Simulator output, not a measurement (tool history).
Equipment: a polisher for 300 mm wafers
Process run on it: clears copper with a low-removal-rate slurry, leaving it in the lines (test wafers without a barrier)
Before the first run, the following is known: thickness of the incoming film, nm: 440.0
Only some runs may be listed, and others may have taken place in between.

run,day,flow of slurry (ml/min),pressure of the wafer on the pad (kPa),speed of the pad under the wafer (m/s),abrasive content of the slurry,overpolish time after the end point (s),time until the end point was called (s),dishing of a wide line in a test structure (angstrom)
1,0.000,155,27.6,1.12,1.0,8,106.950,225.86
2,0.050,155,31.0,1.14,1.0,8,91.243,246.58
3,0.292,155,33.1,1.16,1.0,8,85.641,277.14
4,0.608,155,33.1,1.16,1.0,5,85.613,187.85
5,0.788,155,33.1,1.06,1.0,5,93.804,177.15
6,0.867,155,34.5,1.08,1.0,6,90.093,205.34
7,1.062,155,35.9,1.10,1.0,7,83.781,239.04
8,1.125,155,37.2,1.12,1.0,8,80.432,275.44
9,1.329,155,38.6,1.12,1.0,8,76.669,294.81

Predict the results of run 10:
10,1.579,155,39.3,1.12,1.0,8,?,?

time until the end point was called (s): 78.022
dishing of a wide line in a test structure (angstrom): 292.73
